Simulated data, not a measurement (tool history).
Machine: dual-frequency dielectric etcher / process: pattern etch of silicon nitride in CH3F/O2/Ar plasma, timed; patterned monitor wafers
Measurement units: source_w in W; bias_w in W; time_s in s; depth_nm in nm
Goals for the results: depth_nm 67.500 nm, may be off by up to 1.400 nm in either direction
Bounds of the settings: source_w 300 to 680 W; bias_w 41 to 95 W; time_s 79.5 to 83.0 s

run    day  source_w  bias_w  time_s  depth_nm
  1  0.000       490      68    79.5    56.037
  2  0.238       510      69    79.5    57.785
  3  0.571       570      69    79.5    61.132
  4  0.654       570      69    79.5    60.349
  5  0.929       580      70    79.5    61.487
  6  1.067       590      70    79.5    61.890
  7  1.233       600      70    79.5    62.326
  8  1.342       610      70    79.5    62.544
  9  1.642       620      71    79.5    63.962
 10  1.875       630      71    79.5    64.415
 11  2.142       650      72    79.5    65.619

Which single option among these 4 for the next run brings every result within its allowed miss of target? Just one does.
  A  2.408       680      66    82.0         ?
  B  2.408       660      65    79.5         ?
  C  2.408       550      77    82.0         ?
  D  2.408       540      74    80.5         ?

move  depth_nm
   A    67.235
   B    63.969
   C    63.991
   D    61.435
A: hits every target within its allowed miss
B: lands further from the targets than the last run did
C: lands further from the targets than the last run did
D: lands further from the targets than the last run did
A is the move that brings every result within its allowed miss.

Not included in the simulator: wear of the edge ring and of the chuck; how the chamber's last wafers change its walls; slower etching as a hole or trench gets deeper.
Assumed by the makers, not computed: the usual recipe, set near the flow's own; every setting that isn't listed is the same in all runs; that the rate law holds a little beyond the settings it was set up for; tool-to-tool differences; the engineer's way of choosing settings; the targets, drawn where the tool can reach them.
